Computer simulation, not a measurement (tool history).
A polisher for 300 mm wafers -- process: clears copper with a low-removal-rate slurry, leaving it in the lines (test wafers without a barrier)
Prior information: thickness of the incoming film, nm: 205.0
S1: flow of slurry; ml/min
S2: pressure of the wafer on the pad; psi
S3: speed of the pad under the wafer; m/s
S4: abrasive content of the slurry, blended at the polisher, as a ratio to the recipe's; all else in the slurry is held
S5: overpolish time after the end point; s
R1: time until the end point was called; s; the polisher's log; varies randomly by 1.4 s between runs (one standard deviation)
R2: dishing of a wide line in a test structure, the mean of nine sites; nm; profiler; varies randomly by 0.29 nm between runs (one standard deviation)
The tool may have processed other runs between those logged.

run 1 hour=0 | S1=180 S2=2 S3=1.32 S4=1 S5=16 | R1=96.89 R2=18.775
run 2 hour=4.9 | S1=195 S2=2 S3=1.32 S4=1 S5=16 | R1=97.438 R2=18.497
run 3 hour=7.1 | S1=195 S2=2 S3=1.5 S4=1 S5=16 | R1=86.43 R2=20.049
run 4 hour=12.2 | S1=195 S2=1.8 S3=1.5 S4=1 S5=16 | R1=94.942 R2=19.329
run 5 hour=18 | S1=150 S2=1.8 S3=1.5 S4=1 S5=16 | R1=99.06 R2=18.496
run 6 hour=23 | S1=150 S2=1.8 S3=1.5 S4=1 S5=20 | R1=100.9 R2=21.133
run 7 hour=26.2 | S1=145 S2=1.7 S3=1.5 S4=1 S5=22 | R1=105.98 R2=20.996

Predict the results of run 8:
run 8 hour=28.3 | S1=140 S2=1.7 S3=1.5 S4=1 S5=24 | R1=? R2=?

{"run 8": {"R1": 109.01, "R2": 22.204}}
